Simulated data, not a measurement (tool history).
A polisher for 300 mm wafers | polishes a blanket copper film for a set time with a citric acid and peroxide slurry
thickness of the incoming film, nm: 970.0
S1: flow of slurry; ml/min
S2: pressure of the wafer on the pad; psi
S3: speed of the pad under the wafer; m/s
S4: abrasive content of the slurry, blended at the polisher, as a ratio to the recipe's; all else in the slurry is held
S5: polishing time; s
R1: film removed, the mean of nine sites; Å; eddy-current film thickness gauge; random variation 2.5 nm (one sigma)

run    day   S1   S2    S3   S4  S5      R1
  1  0.000  150  4.1  1.02  1.0  96  2359.2
  2  0.275  150  4.1  1.02  1.0  96  2346.4
  3  0.458  165  4.1  1.02  1.0  96  2384.8
  4  0.588  165  4.8  1.02  1.0  96  2748.1
  5  0.883  165  4.7  1.02  1.0  96  2716.1
  6  1.050  165  4.7  1.02  1.2  96  2843.3
  7  1.208  165  4.6  1.02  1.2  96  2811.1

Forecast run 8:
  8  1.262  165  4.5  1.02  1.2  96   ?

{"run 8": {"R1": 2767.9}}
